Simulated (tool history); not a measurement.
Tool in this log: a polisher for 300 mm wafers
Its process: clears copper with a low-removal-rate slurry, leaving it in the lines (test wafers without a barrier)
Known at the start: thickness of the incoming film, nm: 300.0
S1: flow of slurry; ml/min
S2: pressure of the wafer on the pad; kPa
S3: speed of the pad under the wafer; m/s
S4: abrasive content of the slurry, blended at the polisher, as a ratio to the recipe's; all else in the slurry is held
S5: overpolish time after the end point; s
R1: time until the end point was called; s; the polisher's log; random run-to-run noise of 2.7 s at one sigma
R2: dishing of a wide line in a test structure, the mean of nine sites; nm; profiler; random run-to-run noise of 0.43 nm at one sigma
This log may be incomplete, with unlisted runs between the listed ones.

{"run": 1, "hour": 0.0, "S1": 225, "S2": 15.2, "S3": 1.32, "S4": 1, "S5": 28, "R1": 113.01, "R2": 47.714}
{"run": 2, "hour": 8.0, "S1": 225, "S2": 13.1, "S3": 1.32, "S4": 1, "S5": 28, "R1": 128.73, "R2": 41.82}
{"run": 3, "hour": 16.4, "S1": 225, "S2": 11.7, "S3": 1.32, "S4": 1, "S5": 28, "R1": 141.13, "R2": 39.723}
{"run": 4, "hour": 23.1, "S1": 225, "S2": 11, "S3": 1.32, "S4": 1, "S5": 27, "R1": 149.73, "R2": 35.149}
{"run": 5, "hour": 24.6, "S1": 225, "S2": 7.6, "S3": 1.32, "S4": 1, "S5": 27, "R1": 211.41, "R2": 25.409}
{"run": 6, "hour": 25.6, "S1": 225, "S2": 8.3, "S3": 1.32, "S4": 1, "S5": 27, "R1": 202.8, "R2": 27.463}
{"run": 7, "hour": 28.8, "S1": 230, "S2": 11, "S3": 1.34, "S4": 1, "S5": 26, "R1": 149.34, "R2": 35.336}
{"run": 8, "hour": 36.5, "S1": 210, "S2": 11, "S3": 1.34, "S4": 1, "S5": 27, "R1": 149.49, "R2": 35.644}

Run 9 has not been measured yet. What should we expect?
{"run": 9, "hour": 41.6, "S1": 210, "S2": 10.3, "S3": 1.34, "S4": 1, "S5": 27, "R1": "?", "R2": "?"}

Run 9 produced R1 165.55 s, R2 33.539 nm.
